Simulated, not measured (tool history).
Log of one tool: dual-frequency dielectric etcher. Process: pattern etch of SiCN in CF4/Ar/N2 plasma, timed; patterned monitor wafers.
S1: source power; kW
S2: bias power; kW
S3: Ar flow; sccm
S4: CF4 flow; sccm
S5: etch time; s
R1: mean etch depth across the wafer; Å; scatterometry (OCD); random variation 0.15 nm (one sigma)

{"run": 1, "day": 0.0, "S1": 0.39, "S2": 0.066, "S3": 121, "S4": 60, "S5": 90.0, "R1": 572.71}
{"run": 2, "day": 0.062, "S1": 0.35, "S2": 0.066, "S3": 121, "S4": 60, "S5": 90.0, "R1": 528.3}
{"run": 3, "day": 0.325, "S1": 0.35, "S2": 0.066, "S3": 121, "S4": 60, "S5": 90.0, "R1": 526.74}
{"run": 4, "day": 0.483, "S1": 0.35, "S2": 0.066, "S3": 121, "S4": 60, "S5": 93.5, "R1": 549.36}
{"run": 5, "day": 0.508, "S1": 0.35, "S2": 0.066, "S3": 108, "S4": 60, "S5": 93.5, "R1": 553.26}
{"run": 6, "day": 0.546, "S1": 0.33, "S2": 0.066, "S3": 108, "S4": 60, "S5": 93.5, "R1": 534.29}
{"run": 7, "day": 0.783, "S1": 0.32, "S2": 0.065, "S3": 108, "S4": 60, "S5": 93.5, "R1": 516.81}
{"run": 8, "day": 1.154, "S1": 0.31, "S2": 0.065, "S3": 108, "S4": 60, "S5": 93.5, "R1": 502.81}

The next listed run, before its measurement:
{"run": 9, "day": 1.396, "S1": 0.3, "S2": 0.065, "S3": 108, "S4": 60, "S5": 93.5, "R1": "?"}

Run 9 gave R1 491.97 Å.
